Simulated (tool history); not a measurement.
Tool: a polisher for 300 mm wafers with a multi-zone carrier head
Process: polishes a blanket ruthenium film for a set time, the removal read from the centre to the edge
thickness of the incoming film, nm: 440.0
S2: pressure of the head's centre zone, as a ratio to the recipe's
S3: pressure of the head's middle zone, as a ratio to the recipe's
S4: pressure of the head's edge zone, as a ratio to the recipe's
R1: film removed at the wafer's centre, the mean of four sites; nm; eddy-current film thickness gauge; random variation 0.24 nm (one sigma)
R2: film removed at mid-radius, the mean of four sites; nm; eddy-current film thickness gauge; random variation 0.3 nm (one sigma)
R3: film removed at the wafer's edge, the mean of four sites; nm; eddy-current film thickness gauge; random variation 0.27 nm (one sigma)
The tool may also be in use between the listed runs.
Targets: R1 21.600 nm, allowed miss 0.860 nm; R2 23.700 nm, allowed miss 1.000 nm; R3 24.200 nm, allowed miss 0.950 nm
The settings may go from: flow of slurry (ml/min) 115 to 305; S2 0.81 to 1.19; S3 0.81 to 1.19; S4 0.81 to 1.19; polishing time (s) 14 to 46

run 1 hour=0.0 | flow_of_slurry_(ml/min)=195 S2=1.00 S3=1.00 S4=1.00 polishing_time_(s)=30 | R1=36.732 R2=36.886 R3=37.913
run 2 hour=0.6 | flow_of_slurry_(ml/min)=190 S2=0.98 S3=0.99 S4=0.98 polishing_time_(s)=28 | R1=34.054 R2=33.343 R3=35.169
run 3 hour=5.2 | flow_of_slurry_(ml/min)=190 S2=0.98 S3=0.99 S4=0.98 polishing_time_(s)=23 | R1=27.358 R2=28.025 R3=28.736
run 4 hour=8.1 | flow_of_slurry_(ml/min)=190 S2=0.98 S3=0.99 S4=0.98 polishing_time_(s)=17 | R1=20.672 R2=20.685 R3=21.306
run 5 hour=9.6 | flow_of_slurry_(ml/min)=190 S2=0.98 S3=0.99 S4=0.98 polishing_time_(s)=23 | R1=27.756 R2=27.345 R3=29.581
run 6 hour=11.0 | flow_of_slurry_(ml/min)=190 S2=0.98 S3=1.00 S4=0.99 polishing_time_(s)=22 | R1=26.563 R2=26.602 R3=27.756
run 7 hour=16.3 | flow_of_slurry_(ml/min)=190 S2=0.96 S3=1.00 S4=0.98 polishing_time_(s)=21 | R1=24.772 R2=25.431 R3=26.035
run 8 hour=22.0 | flow_of_slurry_(ml/min)=190 S2=0.95 S3=1.00 S4=0.98 polishing_time_(s)=21 | R1=25.027 R2=25.925 R3=25.912
run 9 hour=26.8 | flow_of_slurry_(ml/min)=150 S2=0.85 S3=0.94 S4=0.97 polishing_time_(s)=20 | R1=19.958 R2=22.013 R3=24.539
run 10 hour=32.5 | flow_of_slurry_(ml/min)=155 S2=0.86 S3=0.95 S4=0.96 polishing_time_(s)=20 | R1=20.567 R2=22.131 R3=23.950

Which of these 5 next moves meets every target?
run A hour=38.2 | flow_of_slurry_(ml/min)=145 S2=0.94 S3=0.83 S4=0.98 polishing_time_(s)=22 | R1=? R2=? R3=?
run B hour=38.2 | flow_of_slurry_(ml/min)=180 S2=0.98 S3=1.03 S4=0.81 polishing_time_(s)=19 | R1=? R2=? R3=?
run C hour=38.2 | flow_of_slurry_(ml/min)=155 S2=0.90 S3=1.01 S4=0.97 polishing_time_(s)=20 | R1=? R2=? R3=?
run D hour=38.2 | flow_of_slurry_(ml/min)=120 S2=0.81 S3=1.02 S4=1.07 polishing_time_(s)=21 | R1=? R2=? R3=?
run E hour=38.2 | flow_of_slurry_(ml/min)=135 S2=0.85 S3=0.95 S4=0.96 polishing_time_(s)=22 | R1=? R2=? R3=?

move=A R1=24.549 R2=21.274 R3=26.368
move=B R1=23.130 R2=22.997 R3=21.508
move=C R1=21.900 R2=23.119 R3=24.055
move=D R1=19.553 R2=22.947 R3=25.299
move=E R1=22.119 R2=23.388 R3=25.747
A: further off than the last run
B: brings the result that was furthest off to its target, and leaves another outside
C: meets every target
D: brings the result that was furthest off to its target, and leaves another outside
E: brings the result that was furthest off to its target, and leaves another outside
The right move is C.
